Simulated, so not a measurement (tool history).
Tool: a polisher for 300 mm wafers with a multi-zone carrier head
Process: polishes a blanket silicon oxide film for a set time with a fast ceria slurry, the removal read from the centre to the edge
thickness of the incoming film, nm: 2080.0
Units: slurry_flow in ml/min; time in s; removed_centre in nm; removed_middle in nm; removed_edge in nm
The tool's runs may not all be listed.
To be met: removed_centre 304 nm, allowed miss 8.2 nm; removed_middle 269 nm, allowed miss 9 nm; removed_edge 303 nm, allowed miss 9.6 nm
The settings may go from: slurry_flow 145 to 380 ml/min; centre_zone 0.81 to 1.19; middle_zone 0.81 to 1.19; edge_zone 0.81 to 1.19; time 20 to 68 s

| run | hour | slurry_flow | centre_zone | middle_zone | edge_zone | time | removed_centre | removed_middle | removed_edge |
|---|---|---|---|---|---|---|---|---|---|
| 1 | 0 | 245 | 1 | 1 | 1 | 44 | 463.6 | 513.07 | 492.38 |
| 2 | 0.8 | 275 | 1 | 1 | 1 | 44 | 466.54 | 525.53 | 486.7 |
| 3 | 6.1 | 275 | 1 | 1 | 0.94 | 44 | 467.71 | 510.29 | 484.1 |
| 4 | 14.9 | 275 | 1 | 1 | 0.94 | 52 | 551.12 | 610.37 | 575.87 |
| 5 | 22.9 | 270 | 1 | 0.98 | 0.93 | 49 | 515.19 | 564.93 | 524.41 |
| 6 | 29.9 | 255 | 1.01 | 0.96 | 0.96 | 46 | 493.87 | 516.55 | 501.32 |
|  | 32.4 | centre zone pressure recalibrated |
| 7 | 32.4 | 245 | 1.01 | 0.94 | 0.96 | 44 | 527.13 | 485.26 | 481.32 |
| 8 | 37.7 | 235 | 0.99 | 0.94 | 0.98 | 41 | 472.36 | 451.57 | 454.9 |
| 9 | 46.3 | 225 | 0.97 | 0.93 | 0.98 | 39 | 428.59 | 415.71 | 422.67 |
| 10 | 54.8 | 220 | 0.95 | 0.92 | 0.97 | 38 | 413.29 | 401.47 | 413.84 |
| 11 | 62.4 | 215 | 0.94 | 0.91 | 0.96 | 37 | 400.65 | 391.22 | 401.07 |
| 12 | 70.6 | 210 | 0.93 | 0.9 | 0.96 | 36 | 379.44 | 372.52 | 389.07 |
| 13 | 76.1 | 205 | 0.92 | 0.89 | 0.95 | 35 | 364.43 | 351.07 | 382.52 |
| 14 | 80 | 200 | 0.92 | 0.89 | 0.94 | 34 | 347.03 | 347.77 | 356.26 |
| 15 | 82.8 | 245 | 0.97 | 0.81 | 0.98 | 23 | 257.11 | 220.96 | 252.15 |
| 16 | 89 | 240 | 0.98 | 0.82 | 1 | 23 | 265.56 | 224.21 | 254.26 |
| 17 | 95.5 | 235 | 0.98 | 0.83 | 1.02 | 23 | 262.37 | 228.97 | 259.34 |
| 18 | 97.5 | 300 | 1.08 | 0.91 | 1.12 | 25 | 317.24 | 276.04 | 293.13 |

4 next moves are on the table. One of them brings every result within its allowed miss. Which?
| A | 99.5 | 300 | 1.03 | 0.97 | 1.16 | 25 | ? | ? | ? |
| B | 99.5 | 320 | 1.13 | 1.05 | 1.03 | 24 | ? | ? | ? |
| C | 99.5 | 260 | 1.04 | 0.92 | 1.18 | 25 | ? | ? | ? |
| D | 99.5 | 330 | 1.01 | 0.98 | 1.12 | 25 | ? | ? | ? |

| move | removed_centre | removed_middle | removed_edge |
|---|---|---|---|
| A | 308.97 | 288.44 | 309.51 |
| B | 328.04 | 297.82 | 280.86 |
| C | 306.65 | 271.75 | 308.89 |
| D | 305.97 | 293.6 | 306.02 |
A: brings the result that was furthest off to its target, and leaves another outside
B: further off than the last run
C: meets every target
D: brings the result that was furthest off to its target, and leaves another outside
Move C is the one to make.

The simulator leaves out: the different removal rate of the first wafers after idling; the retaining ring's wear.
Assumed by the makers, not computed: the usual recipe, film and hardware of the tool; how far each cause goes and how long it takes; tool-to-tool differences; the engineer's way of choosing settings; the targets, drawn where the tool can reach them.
